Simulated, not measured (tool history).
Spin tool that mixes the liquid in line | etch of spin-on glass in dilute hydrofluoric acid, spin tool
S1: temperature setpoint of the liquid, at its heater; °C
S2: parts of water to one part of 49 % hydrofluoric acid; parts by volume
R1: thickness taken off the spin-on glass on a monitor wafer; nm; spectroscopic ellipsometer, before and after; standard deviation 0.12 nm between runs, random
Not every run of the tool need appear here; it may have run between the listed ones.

run 1 hour=0 | S1=22 S2=105 time_under_the_liquid_(s)=75 | R1=35.991
run 2 hour=6.3 | S1=22 S2=105 time_under_the_liquid_(s)=80 | R1=38.412
run 3 hour=12.4 | S1=21.5 S2=105 time_under_the_liquid_(s)=80 | R1=37.694
run 4 hour=14.9 | S1=21.5 S2=85 time_under_the_liquid_(s)=80 | R1=47.553
run 5 hour=22.5 | S1=21 S2=90 time_under_the_liquid_(s)=80 | R1=43.782
run 6 hour=30.4 | S1=23 S2=90 time_under_the_liquid_(s)=80 | R1=47.017

Predict the results of run 7:
run 7 hour=37.7 | S1=22.5 S2=95 time_under_the_liquid_(s)=80 | R1=?

{"run 7": {"R1": 43.958}}
